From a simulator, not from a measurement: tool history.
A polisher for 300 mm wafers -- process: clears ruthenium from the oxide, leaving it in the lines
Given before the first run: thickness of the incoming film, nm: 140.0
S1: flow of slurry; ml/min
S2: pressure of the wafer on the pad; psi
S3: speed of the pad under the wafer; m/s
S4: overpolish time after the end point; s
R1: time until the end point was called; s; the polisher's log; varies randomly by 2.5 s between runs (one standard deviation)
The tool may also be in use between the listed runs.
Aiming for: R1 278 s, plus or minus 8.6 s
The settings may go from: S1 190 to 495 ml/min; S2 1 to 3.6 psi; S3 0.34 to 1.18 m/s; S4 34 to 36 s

Run 1, day 0: S1 320 ml/min, S2 2.3 psi, S3 0.76 m/s, S4 34 s. Result: R1 180.75 s.
Run 2, day 0.046: S1 320 ml/min, S2 2.1 psi, S3 0.76 m/s, S4 34 s. Result: R1 193.58 s.
Run 3, day 0.208: S1 320 ml/min, S2 1.9 psi, S3 0.76 m/s, S4 34 s. Result: R1 210.34 s.
Run 4, day 0.467: S1 320 ml/min, S2 1.7 psi, S3 0.76 m/s, S4 34 s. Result: R1 226.1 s.
Run 5, day 0.808: S1 260 ml/min, S2 1.7 psi, S3 0.76 m/s, S4 34 s. Result: R1 230.86 s.
Run 6, day 0.85: S1 260 ml/min, S2 1.6 psi, S3 0.76 m/s, S4 34 s. Result: R1 238.59 s.
At day 1.008: worn pad replaced by a new one.
Run 7, day 1.008: S1 260 ml/min, S2 1.5 psi, S3 0.76 m/s, S4 34 s. Result: R1 220.28 s.
Run 8, day 1.217: S1 260 ml/min, S2 1.4 psi, S3 0.74 m/s, S4 34 s. Result: R1 241.11 s.
Run 9, day 1.429: S1 260 ml/min, S2 1.4 psi, S3 0.74 m/s, S4 34 s. Result: R1 239.85 s.
Run 10, day 1.796: S1 260 ml/min, S2 1 psi, S3 0.74 m/s, S4 34 s. Result: R1 302.1 s.
Run 11, day 2.033: S1 265 ml/min, S2 1.2 psi, S3 0.74 m/s, S4 34 s. Result: R1 264.69 s.
Run 12, day 2.067: S1 265 ml/min, S2 1.2 psi, S3 0.74 m/s, S4 34 s. Result: R1 265.95 s.

Consider the 5 candidate settings below. Which is the only one whose results all fall within their allowed miss of target?
Run A, day 2.1: S1 195 ml/min, S2 1.1 psi, S3 0.84 m/s, S4 34 s. Result: R1 ?.
Run B, day 2.1: S1 295 ml/min, S2 1.1 psi, S3 0.74 m/s, S4 34 s. Result: R1 ?.
Run C, day 2.1: S1 200 ml/min, S2 1.1 psi, S3 0.82 m/s, S4 34 s. Result: R1 ?.
Run D, day 2.1: S1 310 ml/min, S2 1.2 psi, S3 0.8 m/s, S4 34 s. Result: R1 ?.
Run E, day 2.1: S1 250 ml/min, S2 1.2 psi, S3 0.78 m/s, S4 35 s. Result: R1 ?.

move      R1
   A  255.01
   B   280.5
   C  260.59
   D  244.73
   E   254.3
A: the biggest miss grows against the last run
B: every result within its allowed miss
C: the biggest miss grows against the last run
D: the biggest miss grows against the last run
E: the biggest miss grows against the last run
So the answer is move B, the one that meets all the targets.
